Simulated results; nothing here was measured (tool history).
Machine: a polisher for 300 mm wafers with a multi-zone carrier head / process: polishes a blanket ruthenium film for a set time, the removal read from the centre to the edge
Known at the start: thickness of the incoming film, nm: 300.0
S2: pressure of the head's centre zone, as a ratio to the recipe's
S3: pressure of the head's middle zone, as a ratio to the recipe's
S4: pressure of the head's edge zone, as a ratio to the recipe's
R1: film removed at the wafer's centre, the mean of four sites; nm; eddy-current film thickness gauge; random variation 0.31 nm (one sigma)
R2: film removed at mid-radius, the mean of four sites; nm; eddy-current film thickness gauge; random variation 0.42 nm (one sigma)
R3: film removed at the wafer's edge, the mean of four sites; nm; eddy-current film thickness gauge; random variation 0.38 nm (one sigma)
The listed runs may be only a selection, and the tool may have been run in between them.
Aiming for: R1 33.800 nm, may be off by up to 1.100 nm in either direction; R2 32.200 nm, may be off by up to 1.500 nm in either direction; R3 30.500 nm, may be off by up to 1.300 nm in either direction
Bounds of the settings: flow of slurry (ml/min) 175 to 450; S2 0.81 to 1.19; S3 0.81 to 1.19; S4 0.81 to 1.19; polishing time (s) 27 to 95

run 1 hour=0.0 | flow_of_slurry_(ml/min)=290 S2=1.00 S3=1.00 S4=1.00 polishing_time_(s)=61 | R1=37.353 R2=38.439 R3=37.308
run 2 hour=9.0 | flow_of_slurry_(ml/min)=290 S2=1.00 S3=1.03 S4=1.00 polishing_time_(s)=61 | R1=37.886 R2=39.853 R3=37.600
run 3 hour=12.1 | flow_of_slurry_(ml/min)=290 S2=1.01 S3=1.00 S4=0.96 polishing_time_(s)=59 | R1=36.616 R2=37.172 R3=35.019
run 4 hour=15.2 | flow_of_slurry_(ml/min)=290 S2=0.93 S3=1.00 S4=0.96 polishing_time_(s)=59 | R1=33.799 R2=37.581 R3=36.324
run 5 hour=24.1 | flow_of_slurry_(ml/min)=290 S2=0.88 S3=1.00 S4=0.96 polishing_time_(s)=59 | R1=32.033 R2=36.896 R3=35.554
run 6 hour=32.3 | flow_of_slurry_(ml/min)=290 S2=0.88 S3=1.00 S4=0.96 polishing_time_(s)=51 | R1=27.780 R2=32.908 R3=31.094
run 7 hour=41.0 | flow_of_slurry_(ml/min)=300 S2=0.94 S3=0.99 S4=0.95 polishing_time_(s)=51 | R1=29.712 R2=31.226 R3=31.279
run 8 hour=45.3 | flow_of_slurry_(ml/min)=330 S2=1.04 S3=1.09 S4=0.85 polishing_time_(s)=52 | R1=33.629 R2=35.204 R3=29.753

Which of these 4 next moves meets every target?
run A hour=49.6 | flow_of_slurry_(ml/min)=250 S2=1.05 S3=0.98 S4=0.86 polishing_time_(s)=53 | R1=? R2=? R3=?
run B hour=49.6 | flow_of_slurry_(ml/min)=330 S2=1.06 S3=1.03 S4=0.91 polishing_time_(s)=55 | R1=? R2=? R3=?
run C hour=49.6 | flow_of_slurry_(ml/min)=280 S2=1.14 S3=0.88 S4=0.87 polishing_time_(s)=52 | R1=? R2=? R3=?
run D hour=49.6 | flow_of_slurry_(ml/min)=355 S2=1.04 S3=0.81 S4=0.94 polishing_time_(s)=55 | R1=? R2=? R3=?

move=A R1=34.071 R2=32.888 R3=31.149
move=B R1=36.691 R2=36.470 R3=33.607
move=C R1=36.718 R2=29.795 R3=30.979
move=D R1=36.163 R2=30.035 R3=34.275
A: in spec on every target
B: lands further from the targets than the last run did
C: takes the biggest miss from the last run beyond its target
D: takes the biggest miss from the last run beyond its target
A meets every target.
